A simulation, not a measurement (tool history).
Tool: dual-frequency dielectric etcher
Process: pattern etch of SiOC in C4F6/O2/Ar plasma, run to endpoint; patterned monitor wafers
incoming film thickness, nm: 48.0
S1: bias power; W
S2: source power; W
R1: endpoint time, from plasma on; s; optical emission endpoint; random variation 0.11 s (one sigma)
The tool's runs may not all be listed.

| run | hour | S1 | S2 | R1 |
|---|---|---|---|---|
| 1 | 0 | 347 | 370 | 18.21 |
| 2 | 1.8 | 347 | 330 | 19.334 |
| 3 | 5.8 | 294 | 330 | 20.637 |
| 4 | 13.2 | 245 | 330 | 22.214 |
| 5 | 21.7 | 208 | 330 | 24.017 |
| 6 | 24 | 240 | 340 | 22.104 |
| 7 | 32 | 268 | 350 | 21.109 |
| 8 | 38.7 | 292 | 360 | 19.96 |
| 9 | 44 | 312 | 370 | 19.231 |
| 10 | 46.3 | 329 | 370 | 18.622 |

Run 11 comes next. What will it give?
| 11 | 48 | 343 | 370 | ? |

R1: 18.373 s

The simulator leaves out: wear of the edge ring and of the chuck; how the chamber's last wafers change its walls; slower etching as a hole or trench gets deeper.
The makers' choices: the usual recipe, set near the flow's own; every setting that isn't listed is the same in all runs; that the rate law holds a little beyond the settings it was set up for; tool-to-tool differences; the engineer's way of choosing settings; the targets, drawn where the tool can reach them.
